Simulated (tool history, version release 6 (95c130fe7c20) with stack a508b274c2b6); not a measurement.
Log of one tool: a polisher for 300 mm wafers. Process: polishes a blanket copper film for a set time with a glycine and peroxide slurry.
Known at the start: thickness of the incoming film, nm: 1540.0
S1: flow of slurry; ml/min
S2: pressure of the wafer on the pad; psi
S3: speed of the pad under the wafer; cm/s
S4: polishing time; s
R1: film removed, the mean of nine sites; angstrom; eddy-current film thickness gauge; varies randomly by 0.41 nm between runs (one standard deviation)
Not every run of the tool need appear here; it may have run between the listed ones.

Run 1, hour 0: S1 270 ml/min, S2 2.3 psi, S3 80 cm/s, S4 22 s. Result: R1 819.94 angstrom.
Run 2, hour 2.9: S1 270 ml/min, S2 2.3 psi, S3 80 cm/s, S4 22 s. Result: R1 818.32 angstrom.
Run 3, hour 6.8: S1 270 ml/min, S2 2.3 psi, S3 80 cm/s, S4 20 s. Result: R1 747.97 angstrom.
Run 4, hour 10.4: S1 270 ml/min, S2 2.3 psi, S3 80 cm/s, S4 22 s. Result: R1 822.71 angstrom.
Run 5, hour 17.1: S1 270 ml/min, S2 2.3 psi, S3 80 cm/s, S4 22 s. Result: R1 815.17 angstrom.
Run 6, hour 24.9: S1 270 ml/min, S2 2.7 psi, S3 80 cm/s, S4 22 s. Result: R1 914.89 angstrom.

Run 7 comes next. What will it give?
Run 7, hour 32: S1 265 ml/min, S2 2.1 psi, S3 78 cm/s, S4 22 s. Result: R1 ?.

R1: 760.05 angstrom

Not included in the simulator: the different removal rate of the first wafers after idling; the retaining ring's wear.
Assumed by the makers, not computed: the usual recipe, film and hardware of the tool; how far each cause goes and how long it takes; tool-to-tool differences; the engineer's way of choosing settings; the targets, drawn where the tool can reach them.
